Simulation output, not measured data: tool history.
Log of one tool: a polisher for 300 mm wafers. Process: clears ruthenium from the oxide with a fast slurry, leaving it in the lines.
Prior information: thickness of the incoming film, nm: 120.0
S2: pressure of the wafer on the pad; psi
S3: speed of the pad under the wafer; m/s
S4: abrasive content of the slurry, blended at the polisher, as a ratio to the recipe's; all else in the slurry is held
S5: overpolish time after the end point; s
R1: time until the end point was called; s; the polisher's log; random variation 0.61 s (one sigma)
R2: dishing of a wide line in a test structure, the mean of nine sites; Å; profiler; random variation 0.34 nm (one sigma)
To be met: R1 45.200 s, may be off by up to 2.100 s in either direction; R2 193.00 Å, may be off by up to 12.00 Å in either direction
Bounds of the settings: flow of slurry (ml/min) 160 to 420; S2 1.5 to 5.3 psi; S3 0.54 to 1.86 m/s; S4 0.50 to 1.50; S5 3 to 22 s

{"run": 1, "hour": 0.0, "flow of slurry (ml/min)": 270, "S2": 3.4, "S3": 1.18, "S4": 1.0, "S5": 11, "R1": 26.098, "R2": 431.74}
{"run": 2, "hour": 7.5, "flow of slurry (ml/min)": 270, "S2": 3.7, "S3": 1.18, "S4": 1.0, "S5": 11, "R1": 24.206, "R2": 451.44}
{"run": 3, "hour": 11.3, "flow of slurry (ml/min)": 295, "S2": 3.7, "S3": 1.18, "S4": 1.0, "S5": 11, "R1": 23.768, "R2": 450.19}
{"run": 4, "hour": 18.2, "flow of slurry (ml/min)": 295, "S2": 3.7, "S3": 1.18, "S4": 1.15, "S5": 11, "R1": 22.616, "R2": 487.46}
{"run": 5, "hour": 24.1, "flow of slurry (ml/min)": 295, "S2": 3.3, "S3": 1.12, "S4": 1.1, "S5": 10, "R1": 26.46, "R2": 384.96}
{"run": 6, "hour": 24.9, "flow of slurry (ml/min)": 295, "S2": 3.3, "S3": 1.12, "S4": 1.0, "S5": 10, "R1": 27.941, "R2": 368.76}
{"run": 7, "hour": 30.3, "flow of slurry (ml/min)": 295, "S2": 2.3, "S3": 1.08, "S4": 1.0, "S5": 6, "R1": 41.049, "R2": 161.21}
{"run": 8, "hour": 37.5, "flow of slurry (ml/min)": 295, "S2": 2.2, "S3": 1.06, "S4": 1.0, "S5": 7, "R1": 44.579, "R2": 178.2}
{"run": 9, "hour": 40.6, "flow of slurry (ml/min)": 295, "S2": 2.2, "S3": 1.06, "S4": 1.0, "S5": 7, "R1": 43.744, "R2": 171.82}

Which of these 4 next moves meets every target?
{"run": "A", "hour": 43.7, "flow of slurry (ml/min)": 295, "S2": 1.9, "S3": 1.1, "S4": 1.15, "S5": 8, "R1": "?", "R2": "?"}
{"run": "B", "hour": 43.7, "flow of slurry (ml/min)": 260, "S2": 2.3, "S3": 1.08, "S4": 1.0, "S5": 6, "R1": "?", "R2": "?"}
{"run": "C", "hour": 43.7, "flow of slurry (ml/min)": 275, "S2": 2.2, "S3": 0.98, "S4": 1.15, "S5": 6, "R1": "?", "R2": "?"}
{"run": "D", "hour": 43.7, "flow of slurry (ml/min)": 175, "S2": 3.3, "S3": 0.78, "S4": 0.95, "S5": 9, "R1": "?", "R2": "?"}

move=A R1=45.847 R2=189.19
move=B R1=42.248 R2=155.99
move=C R1=44.675 R2=147.97
move=D R1=43.337 R2=222.23
A: every result within its allowed miss
B: moves away from the targets compared with the last run
C: moves away from the targets compared with the last run
D: the result that was furthest off in the last run now lies on the other side of its target
Correct choice: A, which meets every target
